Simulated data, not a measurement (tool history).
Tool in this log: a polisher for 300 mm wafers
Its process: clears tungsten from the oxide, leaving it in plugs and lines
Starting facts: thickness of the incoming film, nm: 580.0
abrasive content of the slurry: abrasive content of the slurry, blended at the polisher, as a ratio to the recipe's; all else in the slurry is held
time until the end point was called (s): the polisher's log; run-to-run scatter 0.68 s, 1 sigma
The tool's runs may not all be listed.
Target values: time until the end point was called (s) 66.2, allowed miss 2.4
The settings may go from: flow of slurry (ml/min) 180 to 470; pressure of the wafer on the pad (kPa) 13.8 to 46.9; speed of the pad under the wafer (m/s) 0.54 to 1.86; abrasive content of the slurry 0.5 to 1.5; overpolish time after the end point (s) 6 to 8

| run | hour | flow of slurry (ml/min) | pressure of the wafer on the pad (kPa) | speed of the pad under the wafer (m/s) | abrasive content of the slurry | overpolish time after the end point (s) | time until the end point was called (s) |
|---|---|---|---|---|---|---|---|
| 1 | 0 | 300 | 30.3 | 1.18 | 1 | 8 | 94.405 |
| 2 | 7.7 | 300 | 30.3 | 1.18 | 1 | 8 | 94.885 |
| 3 | 10.4 | 255 | 30.3 | 1.18 | 1 | 8 | 94.906 |
| 4 | 13.1 | 255 | 27.6 | 1.18 | 1 | 8 | 104.93 |
| 5 | 21.8 | 255 | 31.7 | 1.18 | 1 | 8 | 91.699 |
| 6 | 23.1 | 255 | 31.7 | 1.32 | 1 | 8 | 81.735 |
| 7 | 24.3 | 255 | 33.8 | 1.32 | 1 | 8 | 77.029 |
| 8 | 31 | 255 | 35.2 | 1.32 | 1 | 8 | 75.268 |

Of the 4 settings listed for the next run, only one would bring every result within its allowed miss of target. Which one?
| A | 37.7 | 235 | 37.2 | 1.26 | 1.1 | 6 | ? |
| B | 37.7 | 235 | 42.7 | 1.26 | 1 | 8 | ? |
| C | 37.7 | 220 | 34.5 | 1.46 | 0.85 | 6 | ? |
| D | 37.7 | 290 | 35.9 | 1.34 | 1.05 | 8 | ? |

| move | time until the end point was called (s) |
|---|---|
| A | 73.651 |
| B | 66.348 |
| C | 72.162 |
| D | 71.2 |
A: nearer the targets than the last run, but a result is still out of spec
B: all results land within tolerance of their targets
C: nearer the targets than the last run, but a result is still out of spec
D: nearer the targets than the last run, but a result is still out of spec
B is the move that brings every result within its allowed miss.
